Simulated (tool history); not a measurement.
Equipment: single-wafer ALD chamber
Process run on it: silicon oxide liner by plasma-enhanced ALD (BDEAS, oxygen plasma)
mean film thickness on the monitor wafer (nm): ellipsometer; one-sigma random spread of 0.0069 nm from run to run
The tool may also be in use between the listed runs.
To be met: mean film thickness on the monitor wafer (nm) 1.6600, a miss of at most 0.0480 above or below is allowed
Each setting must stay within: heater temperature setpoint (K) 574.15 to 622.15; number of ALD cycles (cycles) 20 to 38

run  hour  heater temperature setpoint (K)  number of ALD cycles (cycles)  mean film thickness on the monitor wafer (nm)
  1   0.0                           598.15                             29                                         2.1489
  2   8.9                           598.15                             32                                         2.3847
  3  14.9                           598.15                             35                                         2.5980
  4  23.4                           606.15                             35                                         2.5705
  5  26.3                           596.15                             35                                         2.6386
  6  29.0                           597.15                             33                                         2.4624
  7  36.3                           598.15                             31                                         2.3084
  8  43.0                           599.15                             30                                         2.2391
  9  51.4                           600.15                             29                                         2.1557
 10  56.2                           601.15                             28                                         2.0814
 11  57.8                           601.15                             27                                         2.0124
 12  60.5                           601.15                             26                                         1.9249
 13  64.7                           601.15                             25                                         1.8479

Below are 4 possible settings for the next run. Only one of them brings all results inside the allowed miss of their targets. Which is it?
  A  68.9                           606.15                             27                                              ?
  B  68.9                           603.15                             21                                              ?
  C  68.9                           606.15                             31                                              ?
  D  68.9                           614.15                             23                                              ?

move  mean film thickness on the monitor wafer (nm)
   A                                         1.9960
   B                                         1.5601
   C                                         2.2917
   D                                         1.6777
A: moves away from the targets compared with the last run
B: carries the result that was furthest off beyond its target, to the other side
C: moves away from the targets compared with the last run
D: in spec on every target
D is the move that brings every result within its allowed miss.
